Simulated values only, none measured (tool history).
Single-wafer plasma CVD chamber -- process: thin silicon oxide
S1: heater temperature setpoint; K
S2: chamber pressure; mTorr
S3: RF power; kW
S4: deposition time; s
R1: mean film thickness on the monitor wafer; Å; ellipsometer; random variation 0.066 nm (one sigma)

run	hour	S1	S2	S3	S4	R1
1	0	678.15	858	0.365	9.2	193.86
2	7.3	678.15	858	0.365	8.7	182.96
3	14.5	678.15	897	0.365	8.7	190.69
4	22.9	678.15	930	0.365	8.7	196.6
5	30.9	678.15	959	0.365	8.7	202.7
6	35.3	682.15	959	0.365	8.7	201.34
7	39.2	682.15	983	0.365	8.7	206.05
8	42.9	682.15	1003	0.365	8.7	209.88
9	43.4	682.15	1020	0.365	8.7	212.01

Run 10 has not been measured yet. What should we expect?
10	45.4	682.15	1036	0.365	8.7	?

{"run 10": {"R1": 213.57}}

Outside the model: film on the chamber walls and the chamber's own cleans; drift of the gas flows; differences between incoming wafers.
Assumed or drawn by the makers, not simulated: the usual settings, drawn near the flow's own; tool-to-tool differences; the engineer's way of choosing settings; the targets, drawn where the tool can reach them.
